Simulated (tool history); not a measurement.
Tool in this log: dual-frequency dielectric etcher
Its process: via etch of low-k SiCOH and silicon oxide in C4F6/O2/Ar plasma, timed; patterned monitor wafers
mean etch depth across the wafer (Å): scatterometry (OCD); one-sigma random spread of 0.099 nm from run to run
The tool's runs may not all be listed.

run,hour,source power (W),bias power (W),etch time (s),mean etch depth across the wafer (Å)
1,0.0,260,139,28.5,479.32
2,1.8,290,139,28.5,502.13
3,9.0,250,139,28.5,471.36
4,13.3,250,154,28.5,483.17
5,19.1,250,154,28.5,483.49
6,23.7,290,154,28.5,515.80
7,26.1,280,151,28.5,504.67

Expected results for the next run?
8,27.4,280,151,28.5,?

{"run 8": {"mean etch depth across the wafer (Å)": 503.9}}
